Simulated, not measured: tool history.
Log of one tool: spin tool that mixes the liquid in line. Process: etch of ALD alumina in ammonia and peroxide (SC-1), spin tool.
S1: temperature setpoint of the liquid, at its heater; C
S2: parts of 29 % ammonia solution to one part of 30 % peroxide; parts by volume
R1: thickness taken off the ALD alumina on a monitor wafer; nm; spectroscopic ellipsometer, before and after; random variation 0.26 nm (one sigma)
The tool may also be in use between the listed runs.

run 1 day=0 | S1=53 S2=0.7 time_under_the_liquid_(s)=285 | R1=22.211
run 2 day=0.142 | S1=53.5 S2=0.7 time_under_the_liquid_(s)=285 | R1=22.98
run 3 day=0.342 | S1=53.5 S2=0.7 time_under_the_liquid_(s)=285 | R1=23.013
run 4 day=0.688 | S1=50 S2=0.7 time_under_the_liquid_(s)=285 | R1=18.997
run 5 day=1 | S1=51 S2=0.7 time_under_the_liquid_(s)=285 | R1=20.096
run 6 day=1.321 | S1=52 S2=0.7 time_under_the_liquid_(s)=285 | R1=21.165
run 7 day=1.692 | S1=53 S2=0.7 time_under_the_liquid_(s)=285 | R1=22.15

Run 8 comes next. What will it give?
run 8 day=1.904 | S1=53.5 S2=0.7 time_under_the_liquid_(s)=285 | R1=?

R1: 23.087 nm
